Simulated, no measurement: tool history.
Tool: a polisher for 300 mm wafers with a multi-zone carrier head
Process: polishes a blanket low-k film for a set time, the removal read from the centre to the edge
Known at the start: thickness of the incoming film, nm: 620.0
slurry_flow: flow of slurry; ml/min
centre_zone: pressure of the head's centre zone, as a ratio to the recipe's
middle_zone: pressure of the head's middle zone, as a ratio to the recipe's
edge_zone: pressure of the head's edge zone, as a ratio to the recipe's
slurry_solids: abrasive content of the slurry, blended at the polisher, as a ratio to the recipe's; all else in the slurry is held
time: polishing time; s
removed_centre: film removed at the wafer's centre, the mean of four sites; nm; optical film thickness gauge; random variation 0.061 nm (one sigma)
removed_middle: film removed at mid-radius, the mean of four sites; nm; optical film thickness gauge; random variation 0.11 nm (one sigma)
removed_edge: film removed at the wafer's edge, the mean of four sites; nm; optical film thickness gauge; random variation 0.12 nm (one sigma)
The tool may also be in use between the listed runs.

Run 1, hour 0.0: slurry_flow 315 ml/min, centre_zone 1.00, middle_zone 1.00, edge_zone 1.00, slurry_solids 1.00, time 41 s. Result: removed_centre 19.6170 nm, removed_middle 19.1990 nm, removed_edge 19.7700 nm.
Run 2, hour 4.3: slurry_flow 310 ml/min, centre_zone 0.96, middle_zone 0.97, edge_zone 0.97, slurry_solids 0.90, time 36 s. Result: removed_centre 15.4600 nm, removed_middle 15.7650 nm, removed_edge 16.4260 nm.
Run 3, hour 7.7: slurry_flow 280 ml/min, centre_zone 0.96, middle_zone 0.97, edge_zone 0.97, slurry_solids 0.90, time 36 s. Result: removed_centre 15.2560 nm, removed_middle 15.1550 nm, removed_edge 16.2340 nm.
Run 4, hour 9.3: slurry_flow 280 ml/min, centre_zone 0.95, middle_zone 0.96, edge_zone 0.94, slurry_solids 0.80, time 33 s. Result: removed_centre 12.6200 nm, removed_middle 12.4990 nm, removed_edge 13.5480 nm.
Run 5, hour 11.6: slurry_flow 280 ml/min, centre_zone 0.95, middle_zone 0.96, edge_zone 0.94, slurry_solids 0.80, time 27 s. Result: removed_centre 10.4420 nm, removed_middle 10.3460 nm, removed_edge 10.8750 nm.
Run 6, hour 18.5: slurry_flow 275 ml/min, centre_zone 0.93, middle_zone 0.95, edge_zone 0.92, slurry_solids 0.75, time 27 s. Result: removed_centre 9.7312 nm, removed_middle 9.4917 nm, removed_edge 10.1570 nm.
Run 7, hour 22.8: slurry_flow 270 ml/min, centre_zone 0.91, middle_zone 0.95, edge_zone 0.91, slurry_solids 0.75, time 27 s. Result: removed_centre 9.5071 nm, removed_middle 9.7139 nm, removed_edge 10.1160 nm.
Run 8, hour 26.6: slurry_flow 265 ml/min, centre_zone 0.84, middle_zone 0.85, edge_zone 0.86, slurry_solids 0.60, time 27 s. Result: removed_centre 7.2536 nm, removed_middle 7.5728 nm, removed_edge 8.3662 nm.
Run 9, hour 27.7: slurry_flow 285 ml/min, centre_zone 0.85, middle_zone 0.87, edge_zone 0.87, slurry_solids 0.60, time 27 s. Result: removed_centre 7.5049 nm, removed_middle 7.5952 nm, removed_edge 8.5347 nm.
Run 10, hour 35.5: slurry_flow 285 ml/min, centre_zone 0.86, middle_zone 0.90, edge_zone 0.89, slurry_solids 0.60, time 27 s. Result: removed_centre 7.5703 nm, removed_middle 7.9113 nm, removed_edge 8.7447 nm.
Run 11, hour 40.6: slurry_flow 335 ml/min, centre_zone 0.94, middle_zone 0.96, edge_zone 0.94, slurry_solids 0.65, time 27 s. Result: removed_centre 9.0419 nm, removed_middle 9.0700 nm, removed_edge 9.7257 nm.
Run 12, hour 41.4: slurry_flow 335 ml/min, centre_zone 0.93, middle_zone 0.95, edge_zone 0.93, slurry_solids 0.65, time 27 s. Result: removed_centre 8.9199 nm, removed_middle 8.9808 nm, removed_edge 9.5170 nm.
Run 13, hour 50.0: slurry_flow 335 ml/min, centre_zone 0.92, middle_zone 0.94, edge_zone 0.93, slurry_solids 0.65, time 27 s. Result: removed_centre 8.9347 nm, removed_middle 8.7554 nm, removed_edge 9.6919 nm.
At hour 51.3: slurry nozzle cleaned.
Run 14, hour 51.3: slurry_flow 335 ml/min, centre_zone 0.91, middle_zone 0.94, edge_zone 0.92, slurry_solids 0.65, time 27 s. Result: removed_centre 8.9805 nm, removed_middle 9.1032 nm, removed_edge 9.8141 nm.
Run 15, hour 55.1: slurry_flow 305 ml/min, centre_zone 0.88, middle_zone 0.91, edge_zone 0.89, slurry_solids 0.55, time 27 s. Result: removed_centre 7.4519 nm, removed_middle 7.4888 nm, removed_edge 8.2297 nm.
Run 16, hour 61.7: slurry_flow 325 ml/min, centre_zone 0.89, middle_zone 0.93, edge_zone 0.91, slurry_solids 0.55, time 27 s. Result: removed_centre 7.5412 nm, removed_middle 8.0184 nm, removed_edge 8.3523 nm.
Run 17, hour 67.5: slurry_flow 340 ml/min, centre_zone 0.90, middle_zone 0.93, edge_zone 0.93, slurry_solids 0.55, time 27 s. Result: removed_centre 7.6582 nm, removed_middle 7.7693 nm, removed_edge 8.4493 nm.
Run 18, hour 68.6: slurry_flow 360 ml/min, centre_zone 0.90, middle_zone 0.94, edge_zone 0.93, slurry_solids 0.55, time 27 s. Result: removed_centre 7.7901 nm, removed_middle 7.7922 nm, removed_edge 8.2179 nm.

The next listed run, before its measurement:
Run 19, hour 74.6: slurry_flow 325 ml/min, centre_zone 0.91, middle_zone 0.95, edge_zone 0.93, slurry_solids 0.55, time 27 s. Result: removed_centre ?, removed_middle ?, removed_edge ?.

{"run 19": {"removed_centre": 7.8417, "removed_middle": 7.9076, "removed_edge": 8.2863}}
